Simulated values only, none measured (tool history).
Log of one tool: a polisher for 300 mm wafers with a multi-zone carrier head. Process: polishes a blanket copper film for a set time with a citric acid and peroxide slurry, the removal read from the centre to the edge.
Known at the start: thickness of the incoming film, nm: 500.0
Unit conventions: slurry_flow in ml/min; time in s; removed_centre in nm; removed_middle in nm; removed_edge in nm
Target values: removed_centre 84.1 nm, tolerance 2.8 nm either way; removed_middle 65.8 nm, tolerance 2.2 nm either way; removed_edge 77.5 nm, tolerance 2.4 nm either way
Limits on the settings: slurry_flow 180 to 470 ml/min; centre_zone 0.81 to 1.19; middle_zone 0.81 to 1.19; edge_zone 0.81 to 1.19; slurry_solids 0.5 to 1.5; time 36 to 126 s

Run 1, hour 0: slurry_flow 300 ml/min, centre_zone 1, middle_zone 1, edge_zone 1, slurry_solids 1, time 81 s. Result: removed_centre 118.75 nm, removed_middle 122.4 nm, removed_edge 123.18 nm.
Run 2, hour 4.4: slurry_flow 300 ml/min, centre_zone 1, middle_zone 1, edge_zone 0.95, slurry_solids 1, time 81 s. Result: removed_centre 119.41 nm, removed_middle 120.69 nm, removed_edge 122.91 nm.
Run 3, hour 6.3: slurry_flow 300 ml/min, centre_zone 1, middle_zone 1, edge_zone 0.95, slurry_solids 1, time 73 s. Result: removed_centre 106.26 nm, removed_middle 110.36 nm, removed_edge 109.42 nm.
Run 4, hour 8: slurry_flow 300 ml/min, centre_zone 1, middle_zone 1, edge_zone 0.95, slurry_solids 1, time 80 s. Result: removed_centre 117.65 nm, removed_middle 121.6 nm, removed_edge 118.49 nm.
Run 5, hour 9.2: slurry_flow 300 ml/min, centre_zone 1, middle_zone 1, edge_zone 1.01, slurry_solids 1, time 80 s. Result: removed_centre 116.21 nm, removed_middle 121.24 nm, removed_edge 123.97 nm.
Run 6, hour 16.3: slurry_flow 285 ml/min, centre_zone 1.04, middle_zone 0.94, edge_zone 0.99, slurry_solids 0.85, time 72 s. Result: removed_centre 106.14 nm, removed_middle 98.952 nm, removed_edge 104.12 nm.
Run 7, hour 18.7: slurry_flow 285 ml/min, centre_zone 1.04, middle_zone 0.94, edge_zone 0.99, slurry_solids 0.85, time 72 s. Result: removed_centre 105.75 nm, removed_middle 97.302 nm, removed_edge 105.77 nm.
Run 8, hour 24.8: slurry_flow 265 ml/min, centre_zone 1.09, middle_zone 0.84, edge_zone 0.91, slurry_solids 0.6, time 53 s. Result: removed_centre 73.568 nm, removed_middle 60.134 nm, removed_edge 67.832 nm.
Run 9, hour 31.5: slurry_flow 285 ml/min, centre_zone 1.11, middle_zone 0.85, edge_zone 0.96, slurry_solids 0.6, time 53 s. Result: removed_centre 74.795 nm, removed_middle 60.329 nm, removed_edge 70.301 nm.
Run 10, hour 35.4: slurry_flow 320 ml/min, centre_zone 1.19, middle_zone 0.92, edge_zone 1.05, slurry_solids 0.8, time 54 s. Result: removed_centre 89.144 nm, removed_middle 71.438 nm, removed_edge 80.616 nm.
Run 11, hour 40.3: slurry_flow 315 ml/min, centre_zone 1.18, middle_zone 0.9, edge_zone 1.04, slurry_solids 0.8, time 54 s. Result: removed_centre 87.401 nm, removed_middle 70.379 nm, removed_edge 79.74 nm.
Run 12, hour 41.8: slurry_flow 310 ml/min, centre_zone 1.17, middle_zone 0.88, edge_zone 1.03, slurry_solids 0.8, time 54 s. Result: removed_centre 88.609 nm, removed_middle 68.839 nm, removed_edge 78.874 nm.
Run 13, hour 48.4: slurry_flow 310 ml/min, centre_zone 1.17, middle_zone 0.88, edge_zone 1.03, slurry_solids 0.8, time 54 s. Result: removed_centre 87.482 nm, removed_middle 68.909 nm, removed_edge 79.846 nm.
Run 14, hour 55.6: slurry_flow 310 ml/min, centre_zone 1.16, middle_zone 0.87, edge_zone 1.02, slurry_solids 0.8, time 54 s. Result: removed_centre 86.559 nm, removed_middle 69.152 nm, removed_edge 79.777 nm.
Run 15, hour 64.3: slurry_flow 305 ml/min, centre_zone 1.16, middle_zone 0.86, edge_zone 1.01, slurry_solids 0.8, time 54 s. Result: removed_centre 87.117 nm, removed_middle 67.983 nm, removed_edge 78.09 nm.

Which one of the following 5 next-run settings gets every result inside its allowed miss? There is exactly one.
Run A, hour 73: slurry_flow 265 ml/min, centre_zone 1.12, middle_zone 0.82, edge_zone 0.96, slurry_solids 0.65, time 58 s. Result: removed_centre ?, removed_middle ?, removed_edge ?.
Run B, hour 73: slurry_flow 295 ml/min, centre_zone 1.19, middle_zone 0.89, edge_zone 0.98, slurry_solids 0.85, time 55 s. Result: removed_centre ?, removed_middle ?, removed_edge ?.
Run C, hour 73: slurry_flow 295 ml/min, centre_zone 1.16, middle_zone 0.81, edge_zone 0.93, slurry_solids 0.75, time 57 s. Result: removed_centre ?, removed_middle ?, removed_edge ?.
Run D, hour 73: slurry_flow 280 ml/min, centre_zone 1.19, middle_zone 0.81, edge_zone 1.03, slurry_solids 1, time 53 s. Result: removed_centre ?, removed_middle ?, removed_edge ?.
Run E, hour 73: slurry_flow 275 ml/min, centre_zone 1.17, middle_zone 0.87, edge_zone 0.94, slurry_solids 0.9, time 56 s. Result: removed_centre ?, removed_middle ?, removed_edge ?.

move  removed_centre  removed_middle  removed_edge
   A          84.064          66.065        77.374
   B          91.752          72.431        79.878
   C          89.686          67.289        78.283
   D          91.685          67.054        82.018
   E          92.607          73.047        80.597
A: each result inside its tolerance
B: moves away from the targets compared with the last run
C: moves away from the targets compared with the last run
D: moves away from the targets compared with the last run
E: moves away from the targets compared with the last run
A is the move that brings every result within its allowed miss.
